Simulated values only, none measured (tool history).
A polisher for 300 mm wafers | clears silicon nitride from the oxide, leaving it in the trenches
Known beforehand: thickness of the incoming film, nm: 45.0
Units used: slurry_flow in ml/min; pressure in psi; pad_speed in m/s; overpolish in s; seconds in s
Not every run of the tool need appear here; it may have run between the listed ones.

run 1 hour=0.0 | slurry_flow=205 pressure=1.9 pad_speed=1.00 overpolish=35 | seconds=82.525
run 2 hour=8.2 | slurry_flow=205 pressure=1.6 pad_speed=1.00 overpolish=35 | seconds=98.355
run 3 hour=13.5 | slurry_flow=205 pressure=1.8 pad_speed=1.00 overpolish=35 | seconds=86.657
run 4 hour=20.5 | slurry_flow=205 pressure=2.0 pad_speed=1.00 overpolish=35 | seconds=78.942
run 5 hour=29.1 | slurry_flow=205 pressure=1.7 pad_speed=1.00 overpolish=35 | seconds=92.900
run 6 hour=30.3 | slurry_flow=205 pressure=1.7 pad_speed=1.00 overpolish=37 | seconds=91.653

Run 7, settings as shown, results not yet in. Your forecast:
run 7 hour=31.1 | slurry_flow=205 pressure=1.5 pad_speed=1.00 overpolish=37 | seconds=?

seconds: 103.880 s

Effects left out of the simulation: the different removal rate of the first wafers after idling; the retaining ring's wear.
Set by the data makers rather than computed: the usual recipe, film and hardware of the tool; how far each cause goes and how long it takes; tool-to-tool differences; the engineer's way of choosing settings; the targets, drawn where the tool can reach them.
